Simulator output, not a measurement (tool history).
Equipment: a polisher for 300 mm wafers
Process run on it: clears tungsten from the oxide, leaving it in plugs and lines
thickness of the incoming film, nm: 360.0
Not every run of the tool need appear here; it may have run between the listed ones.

run  hour  flow of slurry (ml/min)  pressure of the wafer on the pad (kPa)  speed of the pad under the wafer (m/s)  abrasive content of the slurry  overpolish time after the end point (s)  time until the end point was called (s)
  1     0                      220                                    19.3                                    1.42                               1                                       39                                   83.835
  2   6.2                      220                                    19.3                                    1.42                             1.1                                       39                                   81.316
  3   7.9                      220                                    19.3                                    1.42                             1.3                                       39                                   79.633
  4  13.9                      250                                    19.3                                    1.42                             1.3                                       39                                   77.971
  5  20.4                      250                                    22.8                                    1.42                             1.3                                       39                                   67.748
  6  22.6                      250                                    22.8                                    1.42                             1.3                                       39                                   67.563
  7    31                      250                                    22.8                                    1.42                             1.3                                       39                                   68.083
  8  33.4                      250                                    23.4                                    1.42                             1.3                                       39                                   64.968

Run 9 is up next; what results do you expect?
  9  37.2                      250                                    24.1                                    1.42                             1.3                                       39                                        ?

time until the end point was called (s): 64.385

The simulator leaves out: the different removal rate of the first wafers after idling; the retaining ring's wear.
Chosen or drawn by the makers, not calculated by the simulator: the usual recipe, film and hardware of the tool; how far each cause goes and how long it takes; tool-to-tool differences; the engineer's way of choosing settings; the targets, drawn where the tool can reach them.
